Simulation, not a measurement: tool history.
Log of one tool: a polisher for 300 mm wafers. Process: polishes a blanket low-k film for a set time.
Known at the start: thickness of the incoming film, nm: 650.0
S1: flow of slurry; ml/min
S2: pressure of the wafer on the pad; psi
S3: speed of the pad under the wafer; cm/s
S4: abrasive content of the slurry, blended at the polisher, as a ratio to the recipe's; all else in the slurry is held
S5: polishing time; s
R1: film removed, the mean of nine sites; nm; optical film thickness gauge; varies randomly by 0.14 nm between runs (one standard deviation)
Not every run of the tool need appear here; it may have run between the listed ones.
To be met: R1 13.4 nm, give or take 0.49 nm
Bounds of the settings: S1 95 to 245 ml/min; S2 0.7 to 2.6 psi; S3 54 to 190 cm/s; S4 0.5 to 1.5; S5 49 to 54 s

run	hour	S1	S2	S3	S4	S5	R1
1	0	155	1.6	122	1	54	24.788
2	5.8	125	1.6	122	1	54	23.887
3	13	125	1.8	122	1	54	26.951
4	20.5	95	1.8	122	1	54	24.796
5	29	95	1.7	122	1	54	22.85
6	37	95	1.7	132	1	54	24.695
7	38	95	1.2	128	1	54	17.112
8	45.6	95	1	128	1	54	14.357

5 candidate next runs follow, results not yet known. Just one meets every target within its allowed miss. Identify it.
A	53.2	115	1.1	128	0.9	53	?
B	53.2	100	1	124	1	54	?
C	53.2	115	1	130	1	50	?
D	53.2	135	0.9	132	0.95	50	?
E	53.2	95	1	154	1	49	?

move	R1
A	15.819
B	14.464
C	14.468
D	13.453
E	15.358
A: the biggest miss grows against the last run
B: the biggest miss grows against the last run
C: the biggest miss grows against the last run
D: every result within its allowed miss
E: the biggest miss grows against the last run
Answer: D

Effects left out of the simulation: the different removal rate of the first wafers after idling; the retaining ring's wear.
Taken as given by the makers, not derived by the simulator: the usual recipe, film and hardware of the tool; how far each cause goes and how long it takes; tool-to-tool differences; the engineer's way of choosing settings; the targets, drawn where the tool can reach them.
